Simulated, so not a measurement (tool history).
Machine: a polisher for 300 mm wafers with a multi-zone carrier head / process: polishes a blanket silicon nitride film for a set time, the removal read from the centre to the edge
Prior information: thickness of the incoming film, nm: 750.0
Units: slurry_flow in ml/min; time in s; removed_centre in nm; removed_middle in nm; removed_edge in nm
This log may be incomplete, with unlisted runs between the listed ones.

run	hour	slurry_flow	centre_zone	middle_zone	edge_zone	time	removed_centre	removed_middle	removed_edge
1	0	205	1	1	1	68	123.07	120.44	116.58
2	0.7	215	1.04	1.02	1.05	73	141.03	134.08	129.45
3	3.9	215	1.04	1.02	1.05	79	149.06	143.65	142.44
4	6.5	265	1.04	1.02	1.05	79	154.51	147.66	150.69
5	11.5	265	1.04	1.02	1.05	93	182.05	172.92	167.4
6	15.8	245	1.04	1.02	1.05	93	182.36	171.33	173.78
7	20.1	245	1.05	1.02	1.04	93	181.18	171.87	168.71

Predict the results of run 8:
8	25.7	250	1.06	1.01	1.04	93	?	?	?

{"run 8": {"removed_centre": 183.45, "removed_middle": 172.12, "removed_edge": 167.56}}
